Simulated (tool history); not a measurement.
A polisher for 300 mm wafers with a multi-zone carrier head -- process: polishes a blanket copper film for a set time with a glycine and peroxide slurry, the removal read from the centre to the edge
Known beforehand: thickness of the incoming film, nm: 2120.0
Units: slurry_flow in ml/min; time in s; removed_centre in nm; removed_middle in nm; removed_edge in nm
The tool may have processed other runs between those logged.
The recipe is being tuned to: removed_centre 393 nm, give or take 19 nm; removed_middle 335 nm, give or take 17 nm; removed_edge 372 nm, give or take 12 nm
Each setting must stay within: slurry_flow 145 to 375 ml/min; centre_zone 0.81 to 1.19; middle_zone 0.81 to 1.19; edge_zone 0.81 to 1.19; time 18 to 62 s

Run 1, hour 0: slurry_flow 240 ml/min, centre_zone 1, middle_zone 1, edge_zone 1, time 40 s. Result: removed_centre 284.35 nm, removed_middle 281.65 nm, removed_edge 280.97 nm.
Run 2, hour 8.4: slurry_flow 240 ml/min, centre_zone 1, middle_zone 1, edge_zone 0.97, time 40 s. Result: removed_centre 287.76 nm, removed_middle 278.86 nm, removed_edge 276.46 nm.
Run 3, hour 14.8: slurry_flow 240 ml/min, centre_zone 1, middle_zone 1, edge_zone 1.05, time 40 s. Result: removed_centre 285.49 nm, removed_middle 280.29 nm, removed_edge 288.52 nm.
Run 4, hour 22.1: slurry_flow 240 ml/min, centre_zone 1, middle_zone 0.93, edge_zone 1.05, time 40 s. Result: removed_centre 286.51 nm, removed_middle 273.48 nm, removed_edge 283.99 nm.
Run 5, hour 25.3: slurry_flow 240 ml/min, centre_zone 1.03, middle_zone 0.92, edge_zone 1.08, time 42 s. Result: removed_centre 304.1 nm, removed_middle 273.31 nm, removed_edge 301.92 nm.
Run 6, hour 31.9: slurry_flow 240 ml/min, centre_zone 1.08, middle_zone 0.92, edge_zone 1.08, time 42 s. Result: removed_centre 318.6 nm, removed_middle 273.88 nm, removed_edge 302.98 nm.
Run 7, hour 40.2: slurry_flow 245 ml/min, centre_zone 1.09, middle_zone 0.94, edge_zone 1.09, time 44 s. Result: removed_centre 341.16 nm, removed_middle 294.41 nm, removed_edge 320.91 nm.
Run 8, hour 41.2: slurry_flow 250 ml/min, centre_zone 1.1, middle_zone 0.95, edge_zone 1.11, time 45 s. Result: removed_centre 348.45 nm, removed_middle 304.53 nm, removed_edge 329.03 nm.

Which single option among these 4 for the next run brings every result within its allowed miss of target? Just one does.
Run A, hour 42.2: slurry_flow 230 ml/min, centre_zone 1.03, middle_zone 1.13, edge_zone 0.92, time 38 s. Result: removed_centre ?, removed_middle ?, removed_edge ?.
Run B, hour 42.2: slurry_flow 270 ml/min, centre_zone 0.89, middle_zone 1.13, edge_zone 1.19, time 48 s. Result: removed_centre ?, removed_middle ?, removed_edge ?.
Run C, hour 42.2: slurry_flow 165 ml/min, centre_zone 1.1, middle_zone 0.9, edge_zone 1.06, time 54 s. Result: removed_centre ?, removed_middle ?, removed_edge ?.
Run D, hour 42.2: slurry_flow 210 ml/min, centre_zone 1.06, middle_zone 1.06, edge_zone 1.07, time 45 s. Result: removed_centre ?, removed_middle ?, removed_edge ?.

move  removed_centre  removed_middle  removed_edge
   A          271.84          286.64        257.03
   B          308.62          369.73        362.93
   C          383.81          329.41        369.25
   D          325.25           320.2         318.4
A: misses by more than the last run did
B: the furthest-off result lands on target, but another misses its tolerance
C: hits every target within its allowed miss
D: misses by more than the last run did
C is the move that brings every result within its allowed miss.

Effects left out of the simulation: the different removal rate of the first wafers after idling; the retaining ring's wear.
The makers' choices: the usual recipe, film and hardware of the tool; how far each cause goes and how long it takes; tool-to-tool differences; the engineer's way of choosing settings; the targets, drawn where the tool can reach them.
